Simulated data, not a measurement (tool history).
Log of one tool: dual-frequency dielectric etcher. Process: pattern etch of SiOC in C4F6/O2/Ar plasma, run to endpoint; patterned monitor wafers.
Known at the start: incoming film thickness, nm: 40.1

Run 1, hour 0: bias power (kW) 0.447, source power (kW) 0.28. Result: endpoint time (s) 13.347.
Run 2, hour 7.8: bias power (kW) 0.458, source power (kW) 0.28. Result: endpoint time (s) 13.304.
Run 3, hour 16.4: bias power (kW) 0.402, source power (kW) 0.28. Result: endpoint time (s) 14.372.
Run 4, hour 24.6: bias power (kW) 0.42, source power (kW) 0.28. Result: endpoint time (s) 14.036.
Run 5, hour 30: bias power (kW) 0.351, source power (kW) 0.28. Result: endpoint time (s) 15.564.
Run 6, hour 31.9: bias power (kW) 0.378, source power (kW) 0.28. Result: endpoint time (s) 15.028.
Run 7, hour 38.1: bias power (kW) 0.4, source power (kW) 0.28. Result: endpoint time (s) 14.442.
Run 8, hour 41.9: bias power (kW) 0.418, source power (kW) 0.28. Result: endpoint time (s) 14.098.
At hour 45: wet clean of the chamber.
Run 9, hour 45: bias power (kW) 0.433, source power (kW) 0.28. Result: endpoint time (s) 14.158.
Run 10, hour 49.7: bias power (kW) 0.433, source power (kW) 0.28. Result: endpoint time (s) 14.205.
Run 11, hour 53.3: bias power (kW) 0.454, source power (kW) 0.28. Result: endpoint time (s) 13.675.

The next listed run, before its measurement:
Run 12, hour 58.5: bias power (kW) 0.467, source power (kW) 0.28. Result: endpoint time (s) ?.

endpoint time (s): 13.474
